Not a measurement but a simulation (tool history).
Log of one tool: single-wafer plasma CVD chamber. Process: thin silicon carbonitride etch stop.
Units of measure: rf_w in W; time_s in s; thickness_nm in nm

run  hour  rf_w  time_s  thickness_nm
  1   0.0   255    12.6        7.8067
  2   7.1   255    14.3        8.8709
  3  14.6   255    12.9        7.9277
  4  16.0   275    12.9        8.2905
  5  18.9   255    12.5        7.7168
  6  24.6   230    12.5        7.5850

For run 7, what comes out?
  7  32.0   225    12.0             ?

Run 7 measured thickness_nm 7.1733 nm.
